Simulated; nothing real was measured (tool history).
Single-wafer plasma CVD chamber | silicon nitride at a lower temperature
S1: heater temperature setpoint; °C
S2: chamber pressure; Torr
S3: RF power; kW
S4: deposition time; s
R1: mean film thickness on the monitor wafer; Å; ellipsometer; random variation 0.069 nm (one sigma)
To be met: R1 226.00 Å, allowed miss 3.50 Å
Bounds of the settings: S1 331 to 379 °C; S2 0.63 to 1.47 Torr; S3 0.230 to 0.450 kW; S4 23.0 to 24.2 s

{"run": 1, "day": 0.0, "S1": 355, "S2": 1.05, "S3": 0.34, "S4": 24.2, "R1": 278.88}
{"run": 2, "day": 0.283, "S1": 355, "S2": 1.01, "S3": 0.335, "S4": 24.2, "R1": 271.03}
{"run": 3, "day": 0.396, "S1": 355, "S2": 0.9, "S3": 0.335, "S4": 24.2, "R1": 260.8}
{"run": 4, "day": 0.583, "S1": 355, "S2": 0.9, "S3": 0.3, "S4": 24.2, "R1": 236.37}
{"run": 5, "day": 0.796, "S1": 355, "S2": 0.89, "S3": 0.3, "S4": 24.2, "R1": 236.63}
{"run": 6, "day": 1.146, "S1": 355, "S2": 0.88, "S3": 0.3, "S4": 24.2, "R1": 234.93}
{"run": 7, "day": 1.317, "S1": 355, "S2": 0.87, "S3": 0.3, "S4": 24.2, "R1": 234.21}
{"run": 8, "day": 1.679, "S1": 355, "S2": 0.86, "S3": 0.3, "S4": 24.2, "R1": 232.76}
{"run": 9, "day": 1.967, "S1": 355, "S2": 0.86, "S3": 0.3, "S4": 24.2, "R1": 232.17}
{"day": 2.275, "done": "thermocouple changed; heater temperature recalibrated"}
{"run": 10, "day": 2.275, "S1": 355, "S2": 0.85, "S3": 0.3, "S4": 24.2, "R1": 232.49}
{"run": 11, "day": 2.358, "S1": 355, "S2": 0.84, "S3": 0.3, "S4": 24.2, "R1": 230.11}

4 next moves are on the table. One of them brings every result within its allowed miss. Which?
{"run": "A", "day": 2.442, "S1": 358, "S2": 0.89, "S3": 0.305, "S4": 24.0, "R1": "?"}
{"run": "B", "day": 2.442, "S1": 364, "S2": 1.1, "S3": 0.28, "S4": 23.1, "R1": "?"}
{"run": "C", "day": 2.442, "S1": 357, "S2": 0.77, "S3": 0.335, "S4": 23.4, "R1": "?"}
{"run": "D", "day": 2.442, "S1": 357, "S2": 0.91, "S3": 0.295, "S4": 24.1, "R1": "?"}

move=A R1=237.47
move=B R1=226.30
move=C R1=238.25
move=D R1=233.23
A: further off than the last run
B: meets every target
C: further off than the last run
D: further off than the last run
The right move is B.

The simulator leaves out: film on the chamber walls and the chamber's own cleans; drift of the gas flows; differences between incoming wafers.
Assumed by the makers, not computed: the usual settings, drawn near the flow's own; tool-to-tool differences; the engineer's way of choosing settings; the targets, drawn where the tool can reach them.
